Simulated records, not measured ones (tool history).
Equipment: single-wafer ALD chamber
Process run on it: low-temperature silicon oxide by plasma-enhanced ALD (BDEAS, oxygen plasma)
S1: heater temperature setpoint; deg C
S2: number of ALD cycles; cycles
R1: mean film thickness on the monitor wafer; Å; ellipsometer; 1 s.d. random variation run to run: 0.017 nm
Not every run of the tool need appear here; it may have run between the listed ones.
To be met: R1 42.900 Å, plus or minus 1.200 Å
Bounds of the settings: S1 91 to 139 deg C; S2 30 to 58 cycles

Run 1, hour 0.0: S1 115 deg C, S2 44 cycles. Result: R1 57.581 Å.
Run 2, hour 8.2: S1 117 deg C, S2 41 cycles. Result: R1 53.762 Å.
Run 3, hour 11.1: S1 118 deg C, S2 39 cycles. Result: R1 50.868 Å.
Run 4, hour 14.0: S1 118 deg C, S2 34 cycles. Result: R1 44.621 Å.
Run 5, hour 18.6: S1 118 deg C, S2 37 cycles. Result: R1 48.339 Å.
Run 6, hour 25.3: S1 118 deg C, S2 36 cycles. Result: R1 46.795 Å.
Run 7, hour 31.1: S1 118 deg C, S2 35 cycles. Result: R1 45.441 Å.
Run 8, hour 38.7: S1 118 deg C, S2 34 cycles. Result: R1 43.996 Å.

Next run, 4 choices. One meets every target within its allowed miss, the rest don't. Which?
Run A, hour 46.3: S1 111 deg C, S2 35 cycles. Result: R1 ?.
Run B, hour 46.3: S1 113 deg C, S2 34 cycles. Result: R1 ?.
Run C, hour 46.3: S1 116 deg C, S2 33 cycles. Result: R1 ?.
Run D, hour 46.3: S1 119 deg C, S2 35 cycles. Result: R1 ?.

move      R1
   A  46.381
   B  44.866
   C  43.272
   D  45.602
A: moves away from the targets compared with the last run
B: moves away from the targets compared with the last run
C: meets every target
D: moves away from the targets compared with the last run
Move C is the one to make.
